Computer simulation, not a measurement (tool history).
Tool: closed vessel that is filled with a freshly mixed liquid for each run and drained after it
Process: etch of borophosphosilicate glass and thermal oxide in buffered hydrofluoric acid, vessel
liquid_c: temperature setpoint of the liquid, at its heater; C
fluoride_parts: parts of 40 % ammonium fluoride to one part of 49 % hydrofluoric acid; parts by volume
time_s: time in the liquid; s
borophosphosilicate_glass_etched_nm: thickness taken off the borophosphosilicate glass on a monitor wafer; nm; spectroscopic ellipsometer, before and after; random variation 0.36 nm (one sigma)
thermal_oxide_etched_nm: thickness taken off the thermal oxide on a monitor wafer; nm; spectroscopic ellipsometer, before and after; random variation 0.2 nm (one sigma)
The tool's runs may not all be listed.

run,hour,liquid_c,fluoride_parts,time_s,borophosphosilicate_glass_etched_nm,thermal_oxide_etched_nm
1,0.0,22.0,16.0,60,72.370,37.745
2,1.0,20.5,16.5,60,64.727,33.410
3,9.9,20.5,16.5,75,81.252,42.478
4,11.5,20.5,14.0,75,96.292,49.600
5,17.1,19.5,16.5,75,75.729,39.621
6,22.2,23.0,16.5,75,92.931,48.619
7,23.9,21.0,18.0,75,76.674,39.812
8,27.1,19.5,19.0,75,65.945,34.951
9,30.8,19.0,20.0,75,60.986,32.161

The next listed run, before its measurement:
10,36.3,18.5,20.5,75,?,?

{"run 10": {"borophosphosilicate_glass_etched_nm": 58.628, "thermal_oxide_etched_nm": 30.677}}
